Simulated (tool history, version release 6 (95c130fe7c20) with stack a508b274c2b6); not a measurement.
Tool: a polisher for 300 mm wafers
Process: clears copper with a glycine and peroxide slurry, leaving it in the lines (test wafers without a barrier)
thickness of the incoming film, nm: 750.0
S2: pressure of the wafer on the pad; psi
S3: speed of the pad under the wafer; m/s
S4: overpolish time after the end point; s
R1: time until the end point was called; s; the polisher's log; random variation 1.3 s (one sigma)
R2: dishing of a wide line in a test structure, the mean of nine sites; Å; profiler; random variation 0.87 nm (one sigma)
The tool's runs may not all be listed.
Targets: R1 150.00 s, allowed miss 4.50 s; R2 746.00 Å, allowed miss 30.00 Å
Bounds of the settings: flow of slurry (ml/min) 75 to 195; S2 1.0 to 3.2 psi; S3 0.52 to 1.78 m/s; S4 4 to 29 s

{"run": 1, "hour": 0.0, "flow of slurry (ml/min)": 125, "S2": 2.1, "S3": 1.14, "S4": 15, "R1": 183.96, "R2": 442.62}
{"run": 2, "hour": 6.7, "flow of slurry (ml/min)": 125, "S2": 2.5, "S3": 1.14, "S4": 15, "R1": 166.33, "R2": 479.85}
{"run": 3, "hour": 10.4, "flow of slurry (ml/min)": 125, "S2": 2.6, "S3": 1.14, "S4": 16, "R1": 158.97, "R2": 517.64}
{"run": 4, "hour": 11.8, "flow of slurry (ml/min)": 125, "S2": 2.6, "S3": 1.14, "S4": 17, "R1": 161.51, "R2": 541.18}
{"run": 5, "hour": 18.0, "flow of slurry (ml/min)": 125, "S2": 2.6, "S3": 1.14, "S4": 13, "R1": 158.41, "R2": 445.49}
{"run": 6, "hour": 23.6, "flow of slurry (ml/min)": 125, "S2": 2.6, "S3": 1.42, "S4": 13, "R1": 131.58, "R2": 504.21}
{"run": 7, "hour": 29.5, "flow of slurry (ml/min)": 120, "S2": 2.6, "S3": 1.42, "S4": 15, "R1": 133.38, "R2": 563.83}
{"run": 8, "hour": 36.6, "flow of slurry (ml/min)": 115, "S2": 2.6, "S3": 1.42, "S4": 16, "R1": 134.08, "R2": 578.28}
{"run": 9, "hour": 41.7, "flow of slurry (ml/min)": 115, "S2": 2.5, "S3": 1.42, "S4": 17, "R1": 139.14, "R2": 605.82}
{"run": 10, "hour": 42.8, "flow of slurry (ml/min)": 110, "S2": 2.5, "S3": 1.42, "S4": 18, "R1": 139.67, "R2": 627.47}
{"run": 11, "hour": 44.0, "flow of slurry (ml/min)": 110, "S2": 2.5, "S3": 1.42, "S4": 19, "R1": 142.05, "R2": 650.3}
{"run": 12, "hour": 48.2, "flow of slurry (ml/min)": 90, "S2": 2.5, "S3": 1.42, "S4": 23, "R1": 145.11, "R2": 718.27}

5 next moves are on the table. One of them brings every result within its allowed miss. Which?
{"run": "A", "hour": 52.4, "flow of slurry (ml/min)": 85, "S2": 2.5, "S3": 1.42, "S4": 25, "R1": "?", "R2": "?"}
{"run": "B", "hour": 52.4, "flow of slurry (ml/min)": 105, "S2": 2.9, "S3": 1.22, "S4": 18, "R1": "?", "R2": "?"}
{"run": "C", "hour": 52.4, "flow of slurry (ml/min)": 105, "S2": 2.5, "S3": 1.44, "S4": 22, "R1": "?", "R2": "?"}
{"run": "D", "hour": 52.4, "flow of slurry (ml/min)": 95, "S2": 2.7, "S3": 1.46, "S4": 21, "R1": "?", "R2": "?"}
{"run": "E", "hour": 52.4, "flow of slurry (ml/min)": 75, "S2": 2.5, "S3": 1.38, "S4": 27, "R1": "?", "R2": "?"}

move=A R1=150.27 R2=739.64
move=B R1=145.75 R2=606.27
move=C R1=140.51 R2=709.53
move=D R1=134.82 R2=709.95
move=E R1=159.89 R2=747.94
A: meets every target
B: brings the result that was furthest off to its target, and leaves another outside
C: further off than the last run
D: further off than the last run
E: takes the result that was furthest off past its target
Move A is the one to make.
